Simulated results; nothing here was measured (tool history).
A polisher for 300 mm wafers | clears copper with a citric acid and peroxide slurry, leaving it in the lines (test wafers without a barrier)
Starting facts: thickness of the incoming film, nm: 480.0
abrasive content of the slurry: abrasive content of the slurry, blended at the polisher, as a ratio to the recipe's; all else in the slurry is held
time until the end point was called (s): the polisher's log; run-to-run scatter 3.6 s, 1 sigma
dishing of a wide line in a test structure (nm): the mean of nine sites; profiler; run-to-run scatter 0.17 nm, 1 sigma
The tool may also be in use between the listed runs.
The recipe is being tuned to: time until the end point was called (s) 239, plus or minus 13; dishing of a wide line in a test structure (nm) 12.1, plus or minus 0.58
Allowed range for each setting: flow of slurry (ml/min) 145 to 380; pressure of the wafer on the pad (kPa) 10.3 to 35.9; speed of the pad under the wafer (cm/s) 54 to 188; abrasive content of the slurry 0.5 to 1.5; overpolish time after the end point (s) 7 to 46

run  hour  flow of slurry (ml/min)  pressure of the wafer on the pad (kPa)  speed of the pad under the wafer (cm/s)  abrasive content of the slurry  overpolish time after the end point (s)  time until the end point was called (s)  dishing of a wide line in a test structure (nm)
  1     0                      245                                    22.8                                      120                               1                                       24                                   212.52                                           33.839
  2   0.9                      300                                    22.8                                      120                               1                                       24                                   205.63                                            34.66
  3   8.3                      310                                      20                                      124                               1                                       20                                   227.12                                           28.872
  4  14.1                      275                                    20.7                                      114                            1.05                                       17                                   239.95                                           23.725
  5  18.4                      250                                    22.1                                      102                            1.15                                       15                                   248.33                                           20.239
  6  21.6                      230                                    23.4                                       94                             1.2                                       13                                   255.39                                           17.884
  7  24.2                      210                                    24.8                                       88                            1.25                                       12                                   254.87                                           16.465
  8  26.3                      195                                    26.2                                       84                             1.3                                       11                                    253.6                                            15.31
  9    30                      185                                    26.9                                       82                            1.35                                       10                                   248.86                                           13.971
 10  32.3                      185                                    26.9                                       82                            1.35                                        9                                   259.64                                           12.566
 11  40.3                      185                                    26.9                                       82                            1.35                                        9                                    257.7                                           12.955
 12  45.5                      185                                    27.6                                       82                            1.35                                        9                                   245.47                                            13.03
 13  53.1                      185                                      29                                       76                            1.35                                        7                                   258.33                                            9.964
 14    56                      185                                      29                                       78                            1.35                                        7                                    248.7                                           10.138
 15  64.3                      180                                    28.3                                       80                            1.35                                        7                                   248.91                                           10.477
 16    65                      180                                    27.6                                       82                            1.35                                        7                                   247.49                                            10.13
     68.3  -- worn pad replaced by a new one
 17  68.3                      195                                    27.6                                       82                            1.35                                        7                                   219.86                                            11.39
 18  69.7                      195                                    26.9                                       82                            1.35                                        7                                   221.22                                           11.176
 19  75.2                      190                                    26.2                                       82                            1.35                                        7                                   228.01                                           11.083

Exercise: of the 5 proposed moves below, exactly one satisfies all targets within the stated allowed misses. Which move is it?
  A  80.7                      145                                    21.4                                       96                            0.95                                       11                                        ?                                                ?
  B  80.7                      185                                    21.4                                      106                             1.5                                        7                                        ?                                                ?
  C  80.7                      205                                    23.4                                       84                             1.5                                        8                                        ?                                                ?
  D  80.7                      170                                      29                                       64                            1.15                                       11                                        ?                                                ?
  E  80.7                      215                                    25.5                                       88                             1.5                                        8                                        ?                                                ?

move  time until the end point was called (s)  dishing of a wide line in a test structure (nm)
   A                                   274.64                                           14.258
   B                                   214.55                                           11.804
   C                                   241.31                                           11.995
   D                                   279.42                                           14.088
   E                                   211.28                                            13.57
A: moves the result that the last run missed by most past its target, out the other side
B: gets the furthest-off result to its target, but another result is out of tolerance
C: hits every target within its allowed miss
D: moves the result that the last run missed by most past its target, out the other side
E: moves the result that the last run missed by most past its target, out the other side
Move C is the one to make.
